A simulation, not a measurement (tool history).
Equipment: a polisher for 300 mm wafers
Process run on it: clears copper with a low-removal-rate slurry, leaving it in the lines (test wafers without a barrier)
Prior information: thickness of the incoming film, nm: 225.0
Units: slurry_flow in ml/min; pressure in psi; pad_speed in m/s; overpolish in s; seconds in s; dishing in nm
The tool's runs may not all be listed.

{"run": 1, "hour": 0.0, "slurry_flow": 235, "pressure": 2.7, "pad_speed": 0.98, "slurry_solids": 1.0, "overpolish": 11, "seconds": 82.879, "dishing": 21.156}
{"run": 2, "hour": 5.8, "slurry_flow": 235, "pressure": 3.3, "pad_speed": 0.98, "slurry_solids": 1.0, "overpolish": 11, "seconds": 70.454, "dishing": 26.153}
{"run": 3, "hour": 8.8, "slurry_flow": 235, "pressure": 3.4, "pad_speed": 1.0, "slurry_solids": 1.0, "overpolish": 11, "seconds": 63.766, "dishing": 27.278}
{"run": 4, "hour": 14.1, "slurry_flow": 235, "pressure": 3.7, "pad_speed": 1.0, "slurry_solids": 1.0, "overpolish": 11, "seconds": 60.68, "dishing": 29.357}
{"run": 5, "hour": 20.6, "slurry_flow": 235, "pressure": 3.7, "pad_speed": 1.0, "slurry_solids": 0.85, "overpolish": 11, "seconds": 60.846, "dishing": 29.308}
{"run": 6, "hour": 27.9, "slurry_flow": 235, "pressure": 3.7, "pad_speed": 1.0, "slurry_solids": 0.65, "overpolish": 11, "seconds": 62.645, "dishing": 29.14}

Run 7, settings as shown, results not yet in. Your forecast:
{"run": 7, "hour": 31.6, "slurry_flow": 235, "pressure": 3.7, "pad_speed": 1.02, "slurry_solids": 0.65, "overpolish": 11, "seconds": "?", "dishing": "?"}

{"run 7": {"seconds": 61.083, "dishing": 29.523}}
